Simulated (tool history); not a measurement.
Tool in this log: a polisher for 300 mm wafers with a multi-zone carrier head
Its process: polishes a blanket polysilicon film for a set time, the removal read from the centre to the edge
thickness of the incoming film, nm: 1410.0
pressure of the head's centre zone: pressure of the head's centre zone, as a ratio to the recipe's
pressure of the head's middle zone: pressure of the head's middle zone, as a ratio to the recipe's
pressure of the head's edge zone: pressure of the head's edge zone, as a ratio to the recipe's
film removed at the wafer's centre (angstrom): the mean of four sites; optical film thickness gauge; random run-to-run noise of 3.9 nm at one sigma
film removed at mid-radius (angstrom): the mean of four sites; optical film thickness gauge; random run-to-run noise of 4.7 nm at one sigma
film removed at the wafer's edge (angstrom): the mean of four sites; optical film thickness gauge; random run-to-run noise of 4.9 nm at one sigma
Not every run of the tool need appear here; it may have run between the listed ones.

| run | day | flow of slurry (ml/min) | pressure of the head's centre zone | pressure of the head's middle zone | pressure of the head's edge zone | polishing time (s) | film removed at the wafer's centre (angstrom) | film removed at mid-radius (angstrom) | film removed at the wafer's edge (angstrom) |
|---|---|---|---|---|---|---|---|---|---|
| 1 | 0.000 | 260 | 1.00 | 1.00 | 1.00 | 49 | 3978.7 | 3925.1 | 3930.5 |
| 2 | 0.346 | 260 | 1.00 | 1.00 | 0.95 | 49 | 3939.1 | 4001.3 | 3809.5 |
| 3 | 0.567 | 260 | 1.00 | 1.05 | 0.95 | 49 | 3904.1 | 4086.2 | 3870.0 |
| 4 | 0.850 | 275 | 1.01 | 1.09 | 0.97 | 52 | 4293.5 | 4549.7 | 4159.9 |
| 5 | 1.192 | 285 | 1.00 | 1.12 | 1.02 | 54 | 4414.3 | 4820.0 | 4381.4 |
| 6 | 1.317 | 285 | 1.00 | 1.13 | 1.06 | 56 | 4513.3 | 5008.6 | 4617.6 |

Run 7 has not been measured yet. What should we expect?
| 7 | 1.533 | 295 | 1.01 | 1.14 | 1.09 | 57 | ? | ? | ? |

{"run 7": {"film removed at the wafer's centre (angstrom)": 4645.1, "film removed at mid-radius (angstrom)": 5278.9, "film removed at the wafer's edge (angstrom)": 4831.5}}

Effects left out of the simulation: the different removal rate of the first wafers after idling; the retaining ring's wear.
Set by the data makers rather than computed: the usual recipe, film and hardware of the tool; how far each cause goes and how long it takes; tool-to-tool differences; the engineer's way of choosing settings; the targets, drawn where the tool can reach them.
